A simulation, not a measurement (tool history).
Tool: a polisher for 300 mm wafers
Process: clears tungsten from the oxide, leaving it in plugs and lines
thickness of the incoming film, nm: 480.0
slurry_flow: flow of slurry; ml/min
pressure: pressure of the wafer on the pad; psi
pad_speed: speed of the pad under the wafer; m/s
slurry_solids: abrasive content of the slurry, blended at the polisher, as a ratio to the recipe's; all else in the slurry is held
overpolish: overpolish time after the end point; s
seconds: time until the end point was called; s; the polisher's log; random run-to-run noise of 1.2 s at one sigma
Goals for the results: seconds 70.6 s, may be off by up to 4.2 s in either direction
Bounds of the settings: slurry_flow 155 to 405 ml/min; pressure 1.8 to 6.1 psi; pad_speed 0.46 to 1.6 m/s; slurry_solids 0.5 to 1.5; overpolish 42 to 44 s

run	hour	slurry_flow	pressure	pad_speed	slurry_solids	overpolish	seconds
1	0	260	3.9	1.02	1	42	123.83
2	7.2	235	3.9	1.02	1	42	124.44
3	14.5	235	3.9	1.02	1	44	128.11
4	21.1	235	4.4	1.02	1	44	112.49
5	25.7	235	4.4	1.02	1.15	44	109.81
6	34.5	270	4.4	1.02	1.15	44	105.95
7	38.8	270	4.7	1.02	1.15	44	98.853
8	43.5	270	4.9	1.02	1.15	44	96.954
9	44.5	270	5.1	1.04	1.15	44	92.851
10	47.5	270	5.3	1.06	1.15	44	89.688
11	55.5	270	5.4	1.08	1.15	44	84.256

5 next moves are on the table. One of them brings every result within its allowed miss. Which?
A	63.5	260	6.1	1.12	1.2	43	?
B	63.5	285	5.5	0.9	1.2	42	?
C	63.5	285	5.3	0.98	1.2	44	?
D	63.5	195	4.9	1.08	1.2	44	?
E	63.5	280	5.9	1.04	1.15	44	?

move	seconds
A	71.154
B	95.261
C	91.484
D	93.701
E	78.883
A: all results land within tolerance of their targets
B: further off than the last run
C: further off than the last run
D: further off than the last run
E: closer than the last run, but not yet in spec
A meets every target.
